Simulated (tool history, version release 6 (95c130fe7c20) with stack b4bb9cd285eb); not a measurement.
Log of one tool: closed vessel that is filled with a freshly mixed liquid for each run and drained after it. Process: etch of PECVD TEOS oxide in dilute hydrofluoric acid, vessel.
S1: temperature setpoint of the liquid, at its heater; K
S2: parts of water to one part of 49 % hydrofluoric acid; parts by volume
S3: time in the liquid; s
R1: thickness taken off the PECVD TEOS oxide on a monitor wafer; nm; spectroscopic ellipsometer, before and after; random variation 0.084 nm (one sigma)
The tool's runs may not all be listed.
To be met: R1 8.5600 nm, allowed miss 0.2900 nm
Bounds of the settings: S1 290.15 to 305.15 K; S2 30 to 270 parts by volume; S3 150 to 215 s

| run | hour | S1 | S2 | S3 | R1 |
|---|---|---|---|---|---|
| 1 | 0.0 | 297.15 | 150 | 215 | 13.1310 |
| 2 | 6.0 | 296.15 | 155 | 215 | 12.0260 |
| 3 | 10.3 | 296.15 | 105 | 215 | 19.0980 |
| 4 | 13.5 | 296.15 | 50 | 215 | 42.1650 |
| 5 | 16.1 | 296.15 | 30 | 215 | 72.0340 |
| 6 | 23.4 | 295.15 | 50 | 215 | 40.7760 |
| 7 | 28.7 | 294.15 | 65 | 215 | 29.3070 |
| 8 | 32.5 | 290.15 | 125 | 210 | 11.8770 |
| 9 | 40.6 | 290.15 | 130 | 210 | 11.5880 |
| 10 | 47.6 | 290.15 | 175 | 205 | 7.9735 |

Which of these 5 next moves meets every target?
| A | 54.6 | 290.15 | 135 | 150 | ? |
| B | 54.6 | 290.65 | 170 | 190 | ? |
| C | 54.6 | 290.15 | 140 | 155 | ? |
| D | 54.6 | 291.15 | 160 | 190 | ? |
| E | 54.6 | 290.65 | 185 | 195 | ? |

| move | R1 |
|---|---|
| A | 7.8189 |
| B | 7.7747 |
| C | 7.7552 |
| D | 8.5075 |
| E | 7.2341 |
A: further off than the last run
B: further off than the last run
C: further off than the last run
D: meets every target
E: further off than the last run
The right move is D.
